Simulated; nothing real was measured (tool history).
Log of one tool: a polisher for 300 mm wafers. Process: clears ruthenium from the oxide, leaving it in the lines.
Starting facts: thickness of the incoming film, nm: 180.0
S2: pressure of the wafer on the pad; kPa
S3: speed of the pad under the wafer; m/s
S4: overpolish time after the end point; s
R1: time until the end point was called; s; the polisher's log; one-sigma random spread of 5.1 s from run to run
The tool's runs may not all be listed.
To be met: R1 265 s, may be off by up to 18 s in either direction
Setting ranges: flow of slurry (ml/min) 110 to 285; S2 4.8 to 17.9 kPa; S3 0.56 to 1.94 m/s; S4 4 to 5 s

Run 1, hour 0: flow of slurry (ml/min) 180, S2 11 kPa, S3 1.24 m/s, S4 5 s. Result: R1 189.07 s.
Run 2, hour 2: flow of slurry (ml/min) 180, S2 11 kPa, S3 1.52 m/s, S4 5 s. Result: R1 161.42 s.
Run 3, hour 10.3: flow of slurry (ml/min) 180, S2 9.7 kPa, S3 1.5 m/s, S4 5 s. Result: R1 178.01 s.
Run 4, hour 11.3: flow of slurry (ml/min) 180, S2 11.7 kPa, S3 1.5 m/s, S4 5 s. Result: R1 152.8 s.
Run 5, hour 18.7: flow of slurry (ml/min) 180, S2 10.3 kPa, S3 1.46 m/s, S4 5 s. Result: R1 170.35 s.
Run 6, hour 24: flow of slurry (ml/min) 180, S2 13.1 kPa, S3 1.46 m/s, S4 5 s. Result: R1 138.44 s.
Run 7, hour 28.2: flow of slurry (ml/min) 175, S2 9.7 kPa, S3 1.3 m/s, S4 5 s. Result: R1 196.19 s.
Run 8, hour 34.6: flow of slurry (ml/min) 175, S2 9 kPa, S3 1.28 m/s, S4 5 s. Result: R1 213.02 s.
Run 9, hour 41.6: flow of slurry (ml/min) 175, S2 8.3 kPa, S3 1.26 m/s, S4 5 s. Result: R1 228.31 s.

Next run, 4 choices. One meets every target within its allowed miss, the rest don't. Which?
Run A, hour 48.6: flow of slurry (ml/min) 200, S2 9.7 kPa, S3 1.38 m/s, S4 5 s. Result: R1 ?.
Run B, hour 48.6: flow of slurry (ml/min) 145, S2 8.3 kPa, S3 1.12 m/s, S4 5 s. Result: R1 ?.
Run C, hour 48.6: flow of slurry (ml/min) 195, S2 9.7 kPa, S3 1.34 m/s, S4 5 s. Result: R1 ?.
Run D, hour 48.6: flow of slurry (ml/min) 175, S2 9 kPa, S3 1.46 m/s, S4 4 s. Result: R1 ?.

move      R1
   A  184.65
   B  257.39
   C  189.38
   D  192.12
A: moves away from the targets compared with the last run
B: hits every target within its allowed miss
C: moves away from the targets compared with the last run
D: moves away from the targets compared with the last run
Answer: B
